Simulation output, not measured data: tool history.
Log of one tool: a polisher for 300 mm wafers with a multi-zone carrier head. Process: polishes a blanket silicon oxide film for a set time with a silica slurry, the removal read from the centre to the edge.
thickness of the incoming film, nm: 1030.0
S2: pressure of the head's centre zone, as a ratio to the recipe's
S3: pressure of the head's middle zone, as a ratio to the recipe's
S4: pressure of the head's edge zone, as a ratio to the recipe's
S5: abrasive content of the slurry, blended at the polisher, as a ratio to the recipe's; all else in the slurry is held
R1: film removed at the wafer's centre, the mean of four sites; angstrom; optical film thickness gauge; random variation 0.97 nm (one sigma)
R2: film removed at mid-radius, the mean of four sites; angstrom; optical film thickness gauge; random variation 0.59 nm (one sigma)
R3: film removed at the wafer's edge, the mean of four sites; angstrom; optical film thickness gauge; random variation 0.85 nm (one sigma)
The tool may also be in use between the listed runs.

{"run": 1, "hour": 0.0, "flow of slurry (ml/min)": 180, "S2": 1.0, "S3": 1.0, "S4": 1.0, "S5": 1.0, "polishing time (s)": 35, "R1": 1263.4, "R2": 1315.7, "R3": 1326.3}
{"run": 2, "hour": 2.0, "flow of slurry (ml/min)": 180, "S2": 1.0, "S3": 1.0, "S4": 1.0, "S5": 1.0, "polishing time (s)": 43, "R1": 1565.0, "R2": 1609.3, "R3": 1634.5}
{"run": 3, "hour": 7.4, "flow of slurry (ml/min)": 180, "S2": 1.0, "S3": 1.0, "S4": 1.0, "S5": 1.15, "polishing time (s)": 43, "R1": 1695.5, "R2": 1733.4, "R3": 1760.6}
{"run": 4, "hour": 8.7, "flow of slurry (ml/min)": 175, "S2": 0.99, "S3": 1.0, "S4": 0.96, "S5": 0.95, "polishing time (s)": 38, "R1": 1315.8, "R2": 1394.7, "R3": 1390.2}
{"run": 5, "hour": 16.7, "flow of slurry (ml/min)": 175, "S2": 0.99, "S3": 1.0, "S4": 0.96, "S5": 0.75, "polishing time (s)": 38, "R1": 1190.7, "R2": 1252.3, "R3": 1234.6}
{"run": 6, "hour": 23.9, "flow of slurry (ml/min)": 175, "S2": 1.03, "S3": 1.0, "S4": 0.96, "S5": 0.75, "polishing time (s)": 38, "R1": 1244.2, "R2": 1251.8, "R3": 1239.2}
{"run": 7, "hour": 29.0, "flow of slurry (ml/min)": 165, "S2": 0.93, "S3": 1.0, "S4": 0.86, "S5": 0.5, "polishing time (s)": 28, "R1": 650.95, "R2": 745.1, "R3": 679.14}
{"run": 8, "hour": 36.7, "flow of slurry (ml/min)": 185, "S2": 0.93, "S3": 1.01, "S4": 0.88, "S5": 0.5, "polishing time (s)": 28, "R1": 677.95, "R2": 763.26, "R3": 701.5}

Forecast run 9:
{"run": 9, "hour": 43.2, "flow of slurry (ml/min)": 195, "S2": 0.93, "S3": 1.02, "S4": 0.9, "S5": 0.5, "polishing time (s)": 28, "R1": "?", "R2": "?", "R3": "?"}

Run 9 gave R1 687.81 angstrom, R2 774.29 angstrom, R3 713.87 angstrom.
